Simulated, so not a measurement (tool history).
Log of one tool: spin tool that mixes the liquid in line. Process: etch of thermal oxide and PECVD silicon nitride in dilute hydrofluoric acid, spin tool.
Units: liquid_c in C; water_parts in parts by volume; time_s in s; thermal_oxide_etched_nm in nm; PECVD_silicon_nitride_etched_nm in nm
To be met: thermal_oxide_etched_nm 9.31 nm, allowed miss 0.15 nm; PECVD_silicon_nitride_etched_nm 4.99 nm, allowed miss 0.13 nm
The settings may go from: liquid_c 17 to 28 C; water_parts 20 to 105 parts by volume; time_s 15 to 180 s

| run | hour | liquid_c | water_parts | time_s | thermal_oxide_etched_nm | PECVD_silicon_nitride_etched_nm |
|---|---|---|---|---|---|---|
| 1 | 0 | 20 | 55 | 90 | 6.9451 | 3.198 |
| 2 | 6.2 | 22 | 55 | 90 | 7.5661 | 3.6071 |
| 3 | 10.4 | 22 | 65 | 90 | 6.3411 | 3.0792 |
| 4 | 17.3 | 22 | 65 | 60 | 4.2447 | 2.0526 |
| 5 | 18.4 | 22 | 85 | 60 | 3.1446 | 1.5873 |
| 6 | 19.5 | 22 | 85 | 40 | 2.0945 | 1.049 |
| 7 | 26.3 | 24 | 65 | 45 | 3.4306 | 1.777 |
| 8 | 31 | 25 | 50 | 50 | 5.2566 | 2.7255 |
| 9 | 36.3 | 26 | 40 | 50 | 6.9324 | 3.6177 |
| 10 | 45 | 28 | 30 | 50 | 10.279 | 5.4512 |

4 next moves are on the table. One of them brings every result within its allowed miss. Which?
| A | 53.7 | 27.5 | 35 | 55 | ? | ? |
| B | 53.7 | 25 | 25 | 45 | ? | ? |
| C | 53.7 | 28 | 25 | 40 | ? | ? |
| D | 53.7 | 26 | 45 | 90 | ? | ? |

| move | thermal_oxide_etched_nm | PECVD_silicon_nitride_etched_nm |
|---|---|---|
| A | 9.3495 | 5.0122 |
| B | 9.8017 | 4.8042 |
| C | 9.8611 | 5.223 |
| D | 11.036 | 5.8063 |
A: meets every target
B: nearer than the last run, and not there yet
C: nearer than the last run, and not there yet
D: further off than the last run
Answer: A

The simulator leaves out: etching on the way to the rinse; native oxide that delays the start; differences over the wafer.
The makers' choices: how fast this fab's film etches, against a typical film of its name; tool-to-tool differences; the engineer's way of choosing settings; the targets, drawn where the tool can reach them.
